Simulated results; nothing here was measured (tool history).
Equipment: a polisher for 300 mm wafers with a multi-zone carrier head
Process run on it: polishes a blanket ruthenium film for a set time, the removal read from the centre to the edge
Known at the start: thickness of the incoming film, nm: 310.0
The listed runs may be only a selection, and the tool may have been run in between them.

| run | day | flow of slurry (ml/min) | pressure of the head's centre zone | pressure of the head's middle zone | pressure of the head's edge zone | polishing time (s) | film removed at the wafer's centre (Å) | film removed at mid-radius (Å) | film removed at the wafer's edge (Å) |
|---|---|---|---|---|---|---|---|---|---|
| 1 | 0 | 130 | 1 | 1 | 1 | 84 | 961.35 | 1007.6 | 1001.1 |
| 2 | 0.329 | 120 | 0.98 | 0.96 | 0.97 | 75 | 821.75 | 847.8 | 847.84 |
| 3 | 0.521 | 105 | 0.98 | 0.96 | 0.97 | 75 | 799.69 | 807.57 | 837.37 |
| 4 | 0.829 | 105 | 1.06 | 0.96 | 0.97 | 75 | 858.34 | 814.22 | 835.52 |
| 5 | 0.896 | 100 | 1.02 | 0.93 | 0.95 | 69 | 742.36 | 730.82 | 757.66 |
| 6 | 1.088 | 95 | 1.01 | 0.91 | 0.94 | 65 | 689.63 | 665.41 | 704.89 |

The next listed run, before its measurement:
| 7 | 1.454 | 90 | 0.99 | 0.89 | 0.92 | 62 | ? | ? | ? |

{"run 7": {"film removed at the wafer's centre (Å)": 619.4, "film removed at mid-radius (Å)": 614.69, "film removed at the wafer's edge (Å)": 659.82}}
